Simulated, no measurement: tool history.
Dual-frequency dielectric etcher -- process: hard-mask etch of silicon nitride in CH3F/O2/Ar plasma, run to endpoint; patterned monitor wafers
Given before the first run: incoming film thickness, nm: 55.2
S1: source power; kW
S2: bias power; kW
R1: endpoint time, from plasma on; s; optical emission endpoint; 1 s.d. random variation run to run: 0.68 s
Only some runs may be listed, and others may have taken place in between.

Run 1, hour 0: S1 0.49 kW, S2 0.063 kW. Result: R1 72.091 s.
Run 2, hour 8.1: S1 0.49 kW, S2 0.055 kW. Result: R1 75.444 s.
Run 3, hour 14.9: S1 0.41 kW, S2 0.055 kW. Result: R1 77.747 s.
Run 4, hour 15.6: S1 0.44 kW, S2 0.055 kW. Result: R1 78.699 s.
Run 5, hour 21.9: S1 0.48 kW, S2 0.055 kW. Result: R1 76.067 s.
Run 6, hour 28.9: S1 0.46 kW, S2 0.053 kW. Result: R1 77.934 s.
Run 7, hour 32.6: S1 0.45 kW, S2 0.052 kW. Result: R1 77.088 s.
Run 8, hour 34.3: S1 0.43 kW, S2 0.05 kW. Result: R1 79.285 s.
Run 9, hour 39: S1 0.42 kW, S2 0.048 kW. Result: R1 81.712 s.

Predict the results of run 10:
Run 10, hour 43.7: S1 0.41 kW, S2 0.047 kW. Result: R1 ?.

{"run 10": {"R1": 81.998}}

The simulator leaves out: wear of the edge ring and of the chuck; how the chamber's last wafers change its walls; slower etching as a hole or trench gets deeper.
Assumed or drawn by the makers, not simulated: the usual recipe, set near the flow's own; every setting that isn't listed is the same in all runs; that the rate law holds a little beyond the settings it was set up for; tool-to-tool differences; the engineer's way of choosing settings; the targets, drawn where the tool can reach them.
